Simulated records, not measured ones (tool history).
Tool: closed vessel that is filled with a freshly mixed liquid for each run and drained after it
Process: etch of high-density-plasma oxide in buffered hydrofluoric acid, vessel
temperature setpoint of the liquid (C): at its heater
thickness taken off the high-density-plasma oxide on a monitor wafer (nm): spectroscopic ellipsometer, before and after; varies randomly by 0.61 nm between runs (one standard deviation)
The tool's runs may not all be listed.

run  hour  temperature setpoint of the liquid (C)  parts of 40 % ammonium fluoride to one part of 49 % hydrofluoric acid (parts by volume)  time in the liquid (s)  thickness taken off the high-density-plasma oxide on a monitor wafer (nm)
  1   0.0                                    20.0                                                                                     22.0                      85                                                                     76.119
  2   2.0                                    21.0                                                                                     21.5                      85                                                                     80.956
  3   5.2                                    22.0                                                                                     21.0                      85                                                                     87.297
  4   9.0                                    22.0                                                                                     15.5                      85                                                                    115.620
  5  15.8                                    18.5                                                                                     15.5                      85                                                                     95.569
  6  17.7                                    18.5                                                                                     12.5                      85                                                                    117.660
  7  21.6                                    19.0                                                                                     12.5                      85                                                                    121.860

The next listed run, before its measurement:
  8  28.5                                    19.5                                                                                     12.5                      85                                                                          ?

thickness taken off the high-density-plasma oxide on a monitor wafer (nm): 124.890
